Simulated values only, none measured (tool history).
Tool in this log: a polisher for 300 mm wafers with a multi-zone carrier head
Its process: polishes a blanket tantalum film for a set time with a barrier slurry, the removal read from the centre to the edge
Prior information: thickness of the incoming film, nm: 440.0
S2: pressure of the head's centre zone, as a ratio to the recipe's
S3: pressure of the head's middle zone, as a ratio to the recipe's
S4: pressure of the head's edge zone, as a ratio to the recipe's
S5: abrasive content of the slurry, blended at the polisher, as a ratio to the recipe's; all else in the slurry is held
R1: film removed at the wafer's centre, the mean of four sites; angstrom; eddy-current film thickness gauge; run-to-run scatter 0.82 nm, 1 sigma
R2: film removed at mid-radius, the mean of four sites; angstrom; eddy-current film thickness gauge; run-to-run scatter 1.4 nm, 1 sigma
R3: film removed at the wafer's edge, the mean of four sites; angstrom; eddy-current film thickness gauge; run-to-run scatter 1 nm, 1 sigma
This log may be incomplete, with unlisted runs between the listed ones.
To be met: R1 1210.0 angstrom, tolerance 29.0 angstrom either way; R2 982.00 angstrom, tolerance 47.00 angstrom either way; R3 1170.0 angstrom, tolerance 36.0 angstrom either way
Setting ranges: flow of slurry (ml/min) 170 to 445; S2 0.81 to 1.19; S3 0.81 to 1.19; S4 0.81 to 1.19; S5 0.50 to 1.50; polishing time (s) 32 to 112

run 1 hour=0.0 | flow_of_slurry_(ml/min)=285 S2=1.00 S3=1.00 S4=1.00 S5=1.00 polishing_time_(s)=72 | R1=1364.8 R2=1371.60 R3=1366.1
run 2 hour=8.2 | flow_of_slurry_(ml/min)=275 S2=1.01 S3=0.96 S4=1.00 S5=0.90 polishing_time_(s)=72 | R1=1348.0 R2=1275.80 R3=1352.8
run 3 hour=9.4 | flow_of_slurry_(ml/min)=275 S2=1.01 S3=0.90 S4=1.00 S5=0.90 polishing_time_(s)=72 | R1=1350.4 R2=1170.90 R3=1352.8
run 4 hour=13.5 | flow_of_slurry_(ml/min)=275 S2=1.00 S3=0.88 S4=0.97 S5=0.85 polishing_time_(s)=72 | R1=1314.2 R2=1174.40 R3=1286.1
run 5 hour=18.6 | flow_of_slurry_(ml/min)=275 S2=0.94 S3=0.88 S4=0.97 S5=0.85 polishing_time_(s)=72 | R1=1237.5 R2=1170.90 R3=1301.1
run 6 hour=20.0 | flow_of_slurry_(ml/min)=265 S2=0.96 S3=0.86 S4=0.97 S5=0.80 polishing_time_(s)=72 | R1=1237.5 R2=1122.20 R3=1280.4
run 7 hour=25.3 | flow_of_slurry_(ml/min)=255 S2=0.97 S3=0.85 S4=0.97 S5=0.75 polishing_time_(s)=72 | R1=1207.8 R2=1063.70 R3=1256.6
run 8 hour=27.6 | flow_of_slurry_(ml/min)=250 S2=0.98 S3=0.84 S4=0.96 S5=0.75 polishing_time_(s)=72 | R1=1224.9 R2=1055.50 R3=1247.0

Which single option among these 4 for the next run brings every result within its allowed miss of target? Just one does.
run A hour=29.9 | flow_of_slurry_(ml/min)=230 S2=1.02 S3=0.81 S4=0.97 S5=0.80 polishing_time_(s)=67 | R1=? R2=? R3=?
run B hour=29.9 | flow_of_slurry_(ml/min)=270 S2=0.92 S3=0.86 S4=0.95 S5=0.75 polishing_time_(s)=75 | R1=? R2=? R3=?
run C hour=29.9 | flow_of_slurry_(ml/min)=285 S2=0.96 S3=0.84 S4=0.96 S5=0.75 polishing_time_(s)=71 | R1=? R2=? R3=?
run D hour=29.9 | flow_of_slurry_(ml/min)=275 S2=0.94 S3=0.86 S4=0.98 S5=0.80 polishing_time_(s)=70 | R1=? R2=? R3=?

move=A R1=1196.7 R2=973.27 R3=1171.8
move=B R1=1205.2 R2=1141.00 R3=1289.4
move=C R1=1196.4 R2=1063.70 R3=1231.0
move=D R1=1170.7 R2=1084.30 R3=1243.3
A: meets every target
B: further off than the last run
C: closes in on the targets versus the last run, not all within tolerance yet
D: neither nearer nor further off than the last run
Move A is the one to make.
